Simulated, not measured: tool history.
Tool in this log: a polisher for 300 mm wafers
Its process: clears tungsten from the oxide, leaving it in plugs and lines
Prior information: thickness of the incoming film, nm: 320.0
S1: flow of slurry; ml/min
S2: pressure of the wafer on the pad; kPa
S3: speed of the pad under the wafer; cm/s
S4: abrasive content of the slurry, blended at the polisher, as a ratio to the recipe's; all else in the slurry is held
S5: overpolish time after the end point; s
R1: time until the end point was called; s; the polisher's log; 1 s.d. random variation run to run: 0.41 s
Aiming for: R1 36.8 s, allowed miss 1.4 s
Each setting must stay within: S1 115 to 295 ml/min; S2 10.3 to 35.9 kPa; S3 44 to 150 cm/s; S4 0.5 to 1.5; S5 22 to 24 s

run  hour   S1    S2   S3   S4  S5      R1
  1     0  190  22.8   96    1  22  68.003
  2   3.9  155  22.8   96    1  22  70.182
  3   4.9  160  27.6   98    1  22  61.289
  4  11.5  160  22.1   98    1  22  69.683
  5  13.1  160  22.1   98  0.9  22  70.963
  6    15  160  22.1  112  0.9  22  63.024
  7  18.1  170  26.9  116  0.9  22  52.974
  8  22.6  175  29.6  120  0.9  22  48.378
  9  24.3  175  31.7  124  0.9  22  44.343
 10  26.2  185  35.9  130  0.9  22  39.104
 11  33.9  185  35.9  132  0.9  22  38.337

Which single option among these 5 for the next run brings every result within its allowed miss of target? Just one does.
  A  41.6  195  34.5  126  0.95  22   ?
  B  41.6  155  35.2  132  0.95  22   ?
  C  41.6  200  35.9  142  0.75  23   ?
  D  41.6  215  34.5  128  0.85  24   ?
  E  41.6  155  35.9  148  0.55  22   ?

move      R1
   A  40.627
   B  39.556
   C  37.276
   D  40.647
   E  39.891
A: the biggest miss grows against the last run
B: the biggest miss grows against the last run
C: every result within its allowed miss
D: the biggest miss grows against the last run
E: the biggest miss grows against the last run
C is the move that brings every result within its allowed miss.

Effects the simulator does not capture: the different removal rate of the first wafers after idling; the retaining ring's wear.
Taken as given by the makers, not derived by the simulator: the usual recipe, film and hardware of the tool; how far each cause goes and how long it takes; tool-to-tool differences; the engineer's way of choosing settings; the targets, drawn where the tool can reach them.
